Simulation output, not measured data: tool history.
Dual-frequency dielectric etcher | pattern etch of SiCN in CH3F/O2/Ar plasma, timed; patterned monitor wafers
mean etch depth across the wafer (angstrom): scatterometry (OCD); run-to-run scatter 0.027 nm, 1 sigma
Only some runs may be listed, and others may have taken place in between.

run	hour	source power (W)	bias power (W)	etch time (s)	mean etch depth across the wafer (angstrom)
1	0.0	370	76	29.0	102.360
2	7.6	430	76	29.0	109.290
3	13.3	430	67	29.0	104.090
4	20.2	430	67	26.5	95.437
5	29.2	410	66	26.5	92.617
6	37.2	360	66	26.5	87.211
7	42.9	350	66	26.5	86.011
8	48.1	340	66	26.5	85.126

Predict the results of run 9:
9	50.9	330	66	26.5	?

mean etch depth across the wafer (angstrom): 83.986

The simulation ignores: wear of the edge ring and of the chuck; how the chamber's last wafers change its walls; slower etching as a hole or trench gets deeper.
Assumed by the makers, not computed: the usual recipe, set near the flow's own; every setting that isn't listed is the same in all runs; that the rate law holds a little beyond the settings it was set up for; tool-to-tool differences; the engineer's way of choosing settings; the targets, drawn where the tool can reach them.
